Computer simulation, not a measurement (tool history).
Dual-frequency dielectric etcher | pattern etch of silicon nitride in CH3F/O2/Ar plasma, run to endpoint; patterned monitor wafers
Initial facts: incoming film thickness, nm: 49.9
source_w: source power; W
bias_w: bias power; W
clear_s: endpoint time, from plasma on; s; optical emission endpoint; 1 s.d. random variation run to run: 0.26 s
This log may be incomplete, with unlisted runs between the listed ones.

| run | hour | source_w | bias_w | clear_s |
|---|---|---|---|---|
| 1 | 0 | 460 | 79 | 66.488 |
| 2 | 1.1 | 410 | 79 | 69.795 |
| 3 | 2.1 | 390 | 77 | 72.573 |
| 4 | 10.2 | 390 | 82 | 69.869 |
| 5 | 13.6 | 370 | 80 | 72.374 |
| 6 | 15.7 | 460 | 80 | 66.515 |
| 7 | 23.7 | 440 | 78 | 68.469 |
| 8 | 31.5 | 420 | 77 | 70.18 |
| 9 | 33.6 | 400 | 76 | 71.81 |
| 10 | 41.3 | 380 | 75 | 74.54 |
| 11 | 43.6 | 370 | 75 | 74.701 |
| 12 | 51.7 | 360 | 74 | 76.155 |
| 13 | 56.9 | 350 | 74 | 77.663 |

For run 14, what comes out?
| 14 | 61.2 | 340 | 74 | ? |

Logged for run 14: clear_s 78.456 s.
